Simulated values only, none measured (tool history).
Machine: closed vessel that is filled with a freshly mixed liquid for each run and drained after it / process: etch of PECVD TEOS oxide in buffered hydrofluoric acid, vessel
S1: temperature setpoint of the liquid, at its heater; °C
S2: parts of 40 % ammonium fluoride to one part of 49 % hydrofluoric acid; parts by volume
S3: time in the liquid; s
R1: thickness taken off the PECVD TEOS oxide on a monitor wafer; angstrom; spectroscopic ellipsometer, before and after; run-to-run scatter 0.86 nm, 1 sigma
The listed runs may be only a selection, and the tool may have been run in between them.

run  hour    S1    S2  S3      R1
  1   0.0  25.0  17.5  90  1309.8
  2   5.9  24.0  17.5  90  1256.6
  3  12.4  24.0  17.5  90  1245.4
  4  18.4  23.0  17.5  90  1156.2
  5  22.7  22.5  17.5  90  1147.9
  6  28.4  22.0  17.5  90  1116.7

Forecast run 7:
  7  33.3  21.5  17.5  90   ?

{"run 7": {"R1": 1108.9}}
